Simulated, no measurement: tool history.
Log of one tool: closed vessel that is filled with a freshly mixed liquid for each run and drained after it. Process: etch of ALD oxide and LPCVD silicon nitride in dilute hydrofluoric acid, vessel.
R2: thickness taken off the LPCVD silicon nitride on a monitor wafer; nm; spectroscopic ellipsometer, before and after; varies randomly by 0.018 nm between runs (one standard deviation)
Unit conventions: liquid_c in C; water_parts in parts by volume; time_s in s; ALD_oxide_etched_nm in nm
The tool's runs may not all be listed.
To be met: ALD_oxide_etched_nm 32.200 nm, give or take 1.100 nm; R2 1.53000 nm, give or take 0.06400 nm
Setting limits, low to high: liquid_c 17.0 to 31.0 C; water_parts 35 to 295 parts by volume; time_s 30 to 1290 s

run 1 hour=0.0 | liquid_c=23.0 water_parts=165 time_s=660 | ALD_oxide_etched_nm=57.527 R2=2.14940
run 2 hour=7.1 | liquid_c=23.0 water_parts=165 time_s=445 | ALD_oxide_etched_nm=39.285 R2=1.45120
run 3 hour=10.9 | liquid_c=23.0 water_parts=195 time_s=445 | ALD_oxide_etched_nm=31.220 R2=1.24230
run 4 hour=14.6 | liquid_c=23.0 water_parts=195 time_s=345 | ALD_oxide_etched_nm=24.329 R2=0.97666
run 5 hour=19.1 | liquid_c=24.5 water_parts=195 time_s=345 | ALD_oxide_etched_nm=25.671 R2=1.03440
run 6 hour=28.0 | liquid_c=26.0 water_parts=195 time_s=370 | ALD_oxide_etched_nm=29.732 R2=1.26340
run 7 hour=36.6 | liquid_c=27.0 water_parts=200 time_s=375 | ALD_oxide_etched_nm=29.959 R2=1.30600
run 8 hour=41.7 | liquid_c=27.5 water_parts=200 time_s=380 | ALD_oxide_etched_nm=30.661 R2=1.36870
run 9 hour=45.7 | liquid_c=28.0 water_parts=200 time_s=380 | ALD_oxide_etched_nm=30.927 R2=1.40930

Which one of the following 4 next-run settings gets every result inside its allowed miss? There is exactly one.
run A hour=49.7 | liquid_c=26.5 water_parts=205 time_s=420 | ALD_oxide_etched_nm=? R2=?
run B hour=49.7 | liquid_c=28.5 water_parts=225 time_s=450 | ALD_oxide_etched_nm=? R2=?
run C hour=49.7 | liquid_c=29.0 water_parts=185 time_s=325 | ALD_oxide_etched_nm=? R2=?
run D hour=49.7 | liquid_c=26.5 water_parts=145 time_s=265 | ALD_oxide_etched_nm=? R2=?

move=A ALD_oxide_etched_nm=32.031 R2=1.41160
move=B ALD_oxide_etched_nm=32.790 R2=1.55510
move=C ALD_oxide_etched_nm=30.735 R2=1.41180
move=D ALD_oxide_etched_nm=30.656 R2=1.25970
A: as far off as the last run
B: each result inside its tolerance
C: as far off as the last run
D: further off than the last run
Answer: B

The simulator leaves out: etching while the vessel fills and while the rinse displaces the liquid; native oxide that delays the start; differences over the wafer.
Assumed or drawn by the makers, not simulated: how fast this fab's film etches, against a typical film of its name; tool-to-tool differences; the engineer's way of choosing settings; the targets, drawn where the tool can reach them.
